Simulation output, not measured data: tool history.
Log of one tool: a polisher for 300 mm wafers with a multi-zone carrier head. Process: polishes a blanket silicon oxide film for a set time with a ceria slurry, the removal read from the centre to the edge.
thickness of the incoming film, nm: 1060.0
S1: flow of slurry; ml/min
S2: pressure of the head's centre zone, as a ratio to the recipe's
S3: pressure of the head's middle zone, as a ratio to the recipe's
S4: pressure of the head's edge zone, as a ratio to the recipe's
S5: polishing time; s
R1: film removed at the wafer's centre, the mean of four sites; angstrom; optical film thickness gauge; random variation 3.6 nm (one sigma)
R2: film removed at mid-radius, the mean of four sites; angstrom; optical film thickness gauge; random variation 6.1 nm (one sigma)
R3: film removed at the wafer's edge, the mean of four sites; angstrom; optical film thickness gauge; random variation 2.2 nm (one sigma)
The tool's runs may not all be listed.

{"run": 1, "hour": 0.0, "S1": 290, "S2": 1, "S3": 1, "S4": 1, "S5": 64, "R1": 2756.7, "R2": 3089.2, "R3": 3003.7}
{"run": 2, "hour": 3.5, "S1": 290, "S2": 1, "S3": 1, "S4": 0.95, "S5": 64, "R1": 2792.2, "R2": 3036.2, "R3": 2892.3}
{"run": 3, "hour": 10.1, "S1": 225, "S2": 1, "S3": 1, "S4": 0.95, "S5": 64, "R1": 2678.2, "R2": 2973.4, "R3": 2879.2}
{"run": 4, "hour": 18.2, "S1": 240, "S2": 1, "S3": 1.03, "S4": 0.97, "S5": 65, "R1": 2656, "R2": 3048.5, "R3": 2925.3}
{"run": 5, "hour": 19.1, "S1": 260, "S2": 1, "S3": 1.05, "S4": 0.97, "S5": 67, "R1": 2833.5, "R2": 3268.5, "R3": 3067.6}
{"run": 6, "hour": 22.5, "S1": 230, "S2": 1, "S3": 1.05, "S4": 0.97, "S5": 67, "R1": 2760.9, "R2": 3305.5, "R3": 3032.7}
{"run": 7, "hour": 27.0, "S1": 240, "S2": 1.01, "S3": 1.07, "S4": 0.99, "S5": 67, "R1": 2823.6, "R2": 3289.1, "R3": 3036.9}
{"run": 8, "hour": 33.4, "S1": 255, "S2": 1, "S3": 1.09, "S4": 1, "S5": 68, "R1": 2874.8, "R2": 3371.5, "R3": 3163.2}
{"run": 9, "hour": 34.1, "S1": 255, "S2": 0.99, "S3": 1.1, "S4": 0.98, "S5": 69, "R1": 2879.7, "R2": 3464.7, "R3": 3128.6}
{"run": 10, "hour": 35.1, "S1": 260, "S2": 0.98, "S3": 1.11, "S4": 0.98, "S5": 70, "R1": 2897.6, "R2": 3651.8, "R3": 3233.8}
{"run": 11, "hour": 36.9, "S1": 270, "S2": 0.98, "S3": 1.12, "S4": 0.98, "S5": 70, "R1": 2871.7, "R2": 3612.2, "R3": 3225.1}
{"run": 12, "hour": 41.5, "S1": 280, "S2": 0.98, "S3": 1.13, "S4": 0.98, "S5": 71, "R1": 2928.9, "R2": 3735.7, "R3": 3319.7}

Run 13 comes next. What will it give?
{"run": 13, "hour": 47.2, "S1": 285, "S2": 0.98, "S3": 1.14, "S4": 0.97, "S5": 71, "R1": "?", "R2": "?", "R3": "?"}

Run 13 gave R1 2940.3 angstrom, R2 3792.4 angstrom, R3 3258.3 angstrom.
